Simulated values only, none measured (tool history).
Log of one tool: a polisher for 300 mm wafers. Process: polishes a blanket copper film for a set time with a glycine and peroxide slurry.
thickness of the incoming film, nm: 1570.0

run,hour,flow of slurry (ml/min),pressure of the wafer on the pad (kPa),speed of the pad under the wafer (cm/s),polishing time (s),film removed (nm)
1,0,230,22.1,88,74,425.7
2,3.2,230,22.1,108,74,505.88
3,10.1,230,22.1,124,74,548.3
4,14.1,230,22.1,124,78,591.04
5,22.9,250,22.1,124,78,590.16
6,27.4,250,22.1,136,78,645.15
7,34.2,250,22.8,136,78,651.21

The next listed run, before its measurement:
8,39.5,250,23.4,136,78,?

film removed (nm): 680.74
